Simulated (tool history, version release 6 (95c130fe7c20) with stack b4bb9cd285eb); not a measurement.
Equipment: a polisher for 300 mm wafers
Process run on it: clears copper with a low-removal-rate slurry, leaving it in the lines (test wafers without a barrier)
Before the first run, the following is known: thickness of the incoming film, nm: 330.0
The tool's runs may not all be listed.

run,day,flow of slurry (ml/min),pressure of the wafer on the pad (psi),speed of the pad under the wafer (cm/s),abrasive content of the slurry,overpolish time after the end point (s),time until the end point was called (s),dishing of a wide line in a test structure (Å)
1,0,275,2.5,92,1,27,146.8,428.96
2,0.071,275,2.5,92,0.8,27,160.56,409.97
3,0.196,275,2.3,92,0.8,27,166.31,380.55
4,0.279,340,2.3,92,0.8,27,166.68,382.75
5,0.533,350,2.2,90,0.85,25,181.01,342.74
6,0.679,350,1.6,90,0.85,25,240.58,256.45
7,0.95,330,1.5,92,0.85,23,258.7,221.83
8,1.317,315,1.5,98,0.85,21,237.87,209.48
9,1.679,300,1.5,102,0.8,20,238.48,207.33
10,1.912,285,1.5,104,0.85,19,231.47,206.19
11,2.117,275,1.5,108,0.8,18,228.26,198.23
12,2.45,275,1.5,108,0.8,18,231.33,196.36
13,2.546,265,1.5,112,0.8,17,222.75,190.54
14,2.846,255,1.5,116,0.8,16,218.94,181.8
15,3.121,245,1.5,118,0.8,15,222.23,179.33
16,3.279,235,1.5,120,0.8,14,215.37,159.61
17,3.329,230,1.5,122,0.85,13,213.27,156.99
18,3.538,225,1.5,124,0.9,12,206.57,154.57
19,3.667,220,1.5,126,0.95,12,203.74,156.68
20,3.983,215,1.5,128,1,12,196.25,156.94
21,4.179,215,1.5,128,1,12,195.36,158.67

Expected results for the next run?
22,4.492,210,1.5,128,1.05,12,?,?

For run 22 the tool returned time until the end point was called (s) 199.12, dishing of a wide line in a test structure (Å) 156.61.
